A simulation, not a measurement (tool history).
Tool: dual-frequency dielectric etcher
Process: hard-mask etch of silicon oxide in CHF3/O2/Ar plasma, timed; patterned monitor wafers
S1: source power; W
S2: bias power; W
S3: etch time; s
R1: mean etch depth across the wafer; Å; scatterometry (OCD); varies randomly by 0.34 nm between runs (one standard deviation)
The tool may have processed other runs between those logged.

run,hour,S1,S2,S3,R1
1,0,670,162,34,668.5
2,2.5,670,179,34,680.18
3,6.3,590,166,34,624.14
4,11.2,630,166,34,640.25
5,18.6,590,166,34,620.53
6,26.4,590,177,34,633.08
7,30.5,540,175,34,604.92
8,34.4,410,169,34,508

The next listed run, before its measurement:
9,41.6,490,171,34,?

{"run 9": {"R1": 563.37}}
